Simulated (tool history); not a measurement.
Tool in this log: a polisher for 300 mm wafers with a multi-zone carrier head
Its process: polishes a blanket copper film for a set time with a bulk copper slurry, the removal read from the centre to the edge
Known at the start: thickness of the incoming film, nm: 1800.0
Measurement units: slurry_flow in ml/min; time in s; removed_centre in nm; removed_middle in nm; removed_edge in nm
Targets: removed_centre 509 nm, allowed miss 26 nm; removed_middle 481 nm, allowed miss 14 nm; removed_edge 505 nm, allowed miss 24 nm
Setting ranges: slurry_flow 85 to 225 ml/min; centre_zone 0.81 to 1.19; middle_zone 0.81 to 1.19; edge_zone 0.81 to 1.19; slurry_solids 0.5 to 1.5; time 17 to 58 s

Run 1, hour 0: slurry_flow 145 ml/min, centre_zone 1, middle_zone 1, edge_zone 1, slurry_solids 1, time 37 s. Result: removed_centre 383.26 nm, removed_middle 395.23 nm, removed_edge 392.35 nm.
Run 2, hour 5.4: slurry_flow 145 ml/min, centre_zone 1, middle_zone 1.07, edge_zone 1, slurry_solids 1, time 37 s. Result: removed_centre 407.03 nm, removed_middle 421.83 nm, removed_edge 380.23 nm.
Run 3, hour 10.9: slurry_flow 155 ml/min, centre_zone 1.01, middle_zone 1.06, edge_zone 1.03, slurry_solids 1.1, time 37 s. Result: removed_centre 417.62 nm, removed_middle 428.95 nm, removed_edge 409.4 nm.
Run 4, hour 18.2: slurry_flow 155 ml/min, centre_zone 0.93, middle_zone 1.06, edge_zone 1.03, slurry_solids 1.1, time 37 s. Result: removed_centre 378.47 nm, removed_middle 430.33 nm, removed_edge 415.67 nm.
Run 5, hour 22.1: slurry_flow 165 ml/min, centre_zone 0.96, middle_zone 1.06, edge_zone 1.05, slurry_solids 1.15, time 37 s. Result: removed_centre 397.12 nm, removed_middle 442.56 nm, removed_edge 421.68 nm.
Run 6, hour 30.3: slurry_flow 165 ml/min, centre_zone 0.96, middle_zone 1.06, edge_zone 1.05, slurry_solids 1, time 37 s. Result: removed_centre 390.91 nm, removed_middle 422.7 nm, removed_edge 413.92 nm.
Run 7, hour 38.3: slurry_flow 175 ml/min, centre_zone 0.99, middle_zone 1.06, edge_zone 1.08, slurry_solids 1.05, time 37 s. Result: removed_centre 408.27 nm, removed_middle 433.03 nm, removed_edge 421.41 nm.
Run 8, hour 44.2: slurry_flow 180 ml/min, centre_zone 1.01, middle_zone 1.05, edge_zone 1.1, slurry_solids 1.1, time 37 s. Result: removed_centre 420.73 nm, removed_middle 436.52 nm, removed_edge 431.85 nm.
Run 9, hour 52.5: slurry_flow 185 ml/min, centre_zone 1.03, middle_zone 1.04, edge_zone 1.12, slurry_solids 1.15, time 37 s. Result: removed_centre 442.31 nm, removed_middle 439.83 nm, removed_edge 438.43 nm.

Pick the move, out of 4, that brings all results within their allowed miss; only one does.
Run A, hour 60.8: slurry_flow 190 ml/min, centre_zone 1.08, middle_zone 0.97, edge_zone 1.14, slurry_solids 1.25, time 34 s. Result: removed_centre ?, removed_middle ?, removed_edge ?.
Run B, hour 60.8: slurry_flow 215 ml/min, centre_zone 1.15, middle_zone 0.89, edge_zone 1.13, slurry_solids 1, time 41 s. Result: removed_centre ?, removed_middle ?, removed_edge ?.
Run C, hour 60.8: slurry_flow 190 ml/min, centre_zone 1.1, middle_zone 1.15, edge_zone 1.04, slurry_solids 1.1, time 37 s. Result: removed_centre ?, removed_middle ?, removed_edge ?.
Run D, hour 60.8: slurry_flow 160 ml/min, centre_zone 1.05, middle_zone 0.98, edge_zone 1.11, slurry_solids 1.05, time 44 s. Result: removed_centre ?, removed_middle ?, removed_edge ?.

move  removed_centre  removed_middle  removed_edge
   A          430.37          384.83         418.3
   B          525.15          412.62        478.56
   C           460.7           467.9        419.09
   D          506.33          469.52        501.87
A: lands further from the targets than the last run did
B: lands further from the targets than the last run did
C: the furthest-off result lands on target, but another misses its tolerance
D: in spec on every target
So the answer is move D, the one that meets all the targets.

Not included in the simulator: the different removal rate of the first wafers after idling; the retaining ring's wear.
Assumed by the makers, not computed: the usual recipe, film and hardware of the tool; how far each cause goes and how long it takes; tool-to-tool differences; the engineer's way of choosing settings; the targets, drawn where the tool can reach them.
